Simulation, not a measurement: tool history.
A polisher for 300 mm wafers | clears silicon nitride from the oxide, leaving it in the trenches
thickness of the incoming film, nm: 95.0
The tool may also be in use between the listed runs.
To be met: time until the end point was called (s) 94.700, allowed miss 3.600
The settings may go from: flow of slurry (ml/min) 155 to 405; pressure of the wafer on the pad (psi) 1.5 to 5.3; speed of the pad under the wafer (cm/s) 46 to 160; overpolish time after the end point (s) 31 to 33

run,day,flow of slurry (ml/min),pressure of the wafer on the pad (psi),speed of the pad under the wafer (cm/s),overpolish time after the end point (s),time until the end point was called (s)
1,0.000,260,3.4,102,31,77.783
2,0.158,215,3.4,102,31,78.551
3,0.183,215,4.2,102,31,63.956
4,0.446,215,4.2,118,31,56.916
5,0.800,215,4.7,118,31,51.094
6,0.833,215,4.1,116,31,60.237
7,1.138,215,4.1,116,31,58.918
8,1.267,215,3.6,114,31,68.635
9,1.600,215,3.3,114,31,74.493
10,1.900,215,3.1,114,31,77.584
11,1.933,215,2.9,114,31,81.961
12,1.983,215,2.8,114,31,86.215
13,2.275,215,2.7,114,31,87.427
14,2.504,215,2.4,114,31,98.154

Which of these 5 next moves meets every target?
A,2.733,190,2.8,92,33,?
B,2.733,220,2.2,118,31,?
C,2.733,210,2.5,128,33,?
D,2.733,240,2.1,120,33,?
E,2.733,155,2.6,112,33,?

move,time until the end point was called (s)
A,105.110
B,103.520
C,86.063
D,105.590
E,95.937
A: further off than the last run
B: further off than the last run
C: takes the result that was furthest off past its target
D: further off than the last run
E: meets every target
Answer: E
